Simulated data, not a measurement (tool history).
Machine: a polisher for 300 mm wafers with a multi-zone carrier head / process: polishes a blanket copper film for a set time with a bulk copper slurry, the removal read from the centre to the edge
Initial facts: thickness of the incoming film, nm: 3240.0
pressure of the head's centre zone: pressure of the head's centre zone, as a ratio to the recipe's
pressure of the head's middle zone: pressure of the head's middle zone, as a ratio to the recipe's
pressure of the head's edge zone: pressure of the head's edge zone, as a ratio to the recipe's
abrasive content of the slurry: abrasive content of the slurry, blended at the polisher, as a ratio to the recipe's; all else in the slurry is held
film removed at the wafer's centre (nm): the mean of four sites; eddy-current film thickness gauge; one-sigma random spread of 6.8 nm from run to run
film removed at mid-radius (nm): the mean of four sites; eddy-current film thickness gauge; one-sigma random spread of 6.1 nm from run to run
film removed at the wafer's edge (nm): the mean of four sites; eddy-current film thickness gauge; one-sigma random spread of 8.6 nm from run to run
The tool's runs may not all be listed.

run	hour	flow of slurry (ml/min)	pressure of the head's centre zone	pressure of the head's middle zone	pressure of the head's edge zone	abrasive content of the slurry	polishing time (s)	film removed at the wafer's centre (nm)	film removed at mid-radius (nm)	film removed at the wafer's edge (nm)
1	0	175	1	1	1	1	53	759.33	789.11	804.76
2	2.1	180	1.03	0.97	0.98	1	53	780.63	776.1	785.16
3	5.5	180	1.03	1.03	0.98	1	53	777.78	803.76	790.93
4	7.4	180	1.03	1.03	0.9	1	53	786.64	808.22	766.07
5	9.4	180	1.03	1.03	0.9	0.8	53	764.2	791.11	733.19
6	11.2	185	1.06	0.99	0.93	0.85	53	789.58	763.31	755.36
7	12.9	190	1.08	0.97	0.94	0.85	53	821.85	760.45	759.53
8	15.2	190	1.09	0.95	0.96	0.85	53	814.17	737.87	774.2

Expected results for the next run?
9	18	195	1.1	0.94	0.96	0.85	53	?	?	?

Run 9 gave film removed at the wafer's centre (nm) 815.75, film removed at mid-radius (nm) 741.52, film removed at the wafer's edge (nm) 763.1.
